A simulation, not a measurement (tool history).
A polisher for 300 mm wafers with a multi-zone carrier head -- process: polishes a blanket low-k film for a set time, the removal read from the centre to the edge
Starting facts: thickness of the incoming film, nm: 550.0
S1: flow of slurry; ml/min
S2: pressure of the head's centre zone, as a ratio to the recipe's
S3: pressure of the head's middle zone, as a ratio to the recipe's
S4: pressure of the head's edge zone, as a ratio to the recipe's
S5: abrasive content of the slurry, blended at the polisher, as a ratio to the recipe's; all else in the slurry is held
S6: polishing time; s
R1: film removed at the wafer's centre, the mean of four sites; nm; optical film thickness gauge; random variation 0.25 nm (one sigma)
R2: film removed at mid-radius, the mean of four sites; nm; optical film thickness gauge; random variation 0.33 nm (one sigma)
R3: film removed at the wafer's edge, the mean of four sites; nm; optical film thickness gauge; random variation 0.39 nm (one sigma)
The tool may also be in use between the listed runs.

run	day	S1	S2	S3	S4	S5	S6	R1	R2	R3
1	0	240	1	1	1	1	87	29.998	30.999	29.651
2	0.083	250	1	1.03	1.05	1.1	87	31.919	32.575	31.736
3	0.279	300	1	1.03	1.05	1.1	87	31.8	32.672	31.96
4	0.375	300	1	1.1	1.05	1.1	87	32.197	34.953	32.307
5	0.425	335	1	1.1	1.05	1.1	87	32.653	35.397	32.588
6	0.45	335	1	1.1	1.05	1.1	71	26.136	28.47	26.403
7	0.575	320	1.01	1.13	1.15	1.35	84	33.712	37.569	34.296

Run 8 has not been measured yet. What should we expect?
8	0.754	320	1.01	1.13	1.15	1.35	84	?	?	?

{"run 8": {"R1": 33.671, "R2": 37.559, "R3": 34.76}}

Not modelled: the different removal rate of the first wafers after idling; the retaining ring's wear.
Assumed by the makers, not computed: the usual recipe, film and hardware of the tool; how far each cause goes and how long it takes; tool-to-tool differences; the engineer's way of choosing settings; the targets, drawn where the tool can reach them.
